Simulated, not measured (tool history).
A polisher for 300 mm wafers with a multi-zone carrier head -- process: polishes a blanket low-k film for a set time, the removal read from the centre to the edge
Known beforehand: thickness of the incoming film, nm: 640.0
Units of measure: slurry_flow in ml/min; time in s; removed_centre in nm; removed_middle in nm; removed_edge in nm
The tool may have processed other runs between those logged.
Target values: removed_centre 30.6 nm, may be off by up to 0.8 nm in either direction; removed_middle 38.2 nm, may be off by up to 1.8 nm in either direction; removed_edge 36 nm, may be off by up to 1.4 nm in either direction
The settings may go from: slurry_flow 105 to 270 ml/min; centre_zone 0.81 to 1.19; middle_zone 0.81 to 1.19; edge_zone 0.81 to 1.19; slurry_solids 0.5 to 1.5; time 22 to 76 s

run  hour  slurry_flow  centre_zone  middle_zone  edge_zone  slurry_solids  time  removed_centre  removed_middle  removed_edge
  1     0          175            1            1          1              1    49          29.184          28.751        28.835
  2   1.3          175            1         0.92          1              1    49          29.224          27.063        28.912
  3   6.4          185         0.97         0.99       1.04            1.1    49          29.283           29.91        30.359
  4   7.6          185         0.97         0.99       1.04            1.1    59          35.741          36.449        36.605
  5  11.6          185         0.97         0.99       1.01            1.1    59          35.945          36.331        35.899
  6  18.7          170         0.94         1.02       1.03            1.1    59          33.394          36.813        35.976
  7  25.8          160         0.93         1.04       1.03            1.1    59          33.025          36.323        35.499
  8  33.6          155         0.91         1.06       1.04            1.1    59           32.07          37.397        36.081
  9  34.7          150          0.9         1.07       1.04            1.1    59          31.664          36.796        35.531

Which one of the following 5 next-run settings gets every result inside its allowed miss? There is exactly one.
  A  35.8          160         0.93         1.19       0.99           1.45    50               ?               ?             ?
  B  35.8          170         0.83         1.05       0.97            1.1    61               ?               ?             ?
  C  35.8          150         0.81         1.11       1.07           1.15    58               ?               ?             ?
  D  35.8          110         0.88         0.98        1.1            1.1    63               ?               ?             ?
  E  35.8          195         0.98         1.02       1.07           1.15    54               ?               ?             ?

move  removed_centre  removed_middle  removed_edge
   A          30.282           38.56        32.455
   B          30.623          39.288        36.402
   C          28.092           38.83        36.188
   D          30.227          34.924        37.528
   E           33.29          35.123        34.833
A: brings the result that was furthest off to its target, and leaves another outside
B: in spec on every target
C: moves the result that the last run missed by most past its target, out the other side
D: brings the result that was furthest off to its target, and leaves another outside
E: further off than the last run
Go with B: it meets all targets.
